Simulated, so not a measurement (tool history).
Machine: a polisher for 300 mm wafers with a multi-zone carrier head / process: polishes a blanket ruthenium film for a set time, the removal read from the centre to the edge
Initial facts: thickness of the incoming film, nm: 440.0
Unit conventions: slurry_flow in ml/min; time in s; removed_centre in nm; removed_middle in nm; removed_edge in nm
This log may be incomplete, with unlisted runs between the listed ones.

run	hour	slurry_flow	centre_zone	middle_zone	edge_zone	time	removed_centre	removed_middle	removed_edge
1	0	200	1	1	1	53	69.067	70.023	66.198
2	7.1	205	1	1.01	1.03	54	70.278	71.358	69.423
3	11.2	205	1	1.01	1.03	64	82.401	84.818	83.798
4	11.9	205	0.94	1.01	1.03	64	78.165	84.352	82.026
5	17.9	205	0.94	1.01	1.03	69	84.586	91.154	88.358
6	22.2	205	0.94	1.01	1.03	80	96.85	106.34	102.92
7	25.3	195	0.92	0.98	1	79	93.166	102.27	99.022
8	30.3	190	0.91	0.96	0.98	78	90.124	96.928	96.661

Run 9 has not been measured yet. What should we expect?
9	35.1	185	0.9	0.95	0.96	77	?	?	?

removed_centre: 88.842 nm
removed_middle: 95.977 nm
removed_edge: 96.552 nm

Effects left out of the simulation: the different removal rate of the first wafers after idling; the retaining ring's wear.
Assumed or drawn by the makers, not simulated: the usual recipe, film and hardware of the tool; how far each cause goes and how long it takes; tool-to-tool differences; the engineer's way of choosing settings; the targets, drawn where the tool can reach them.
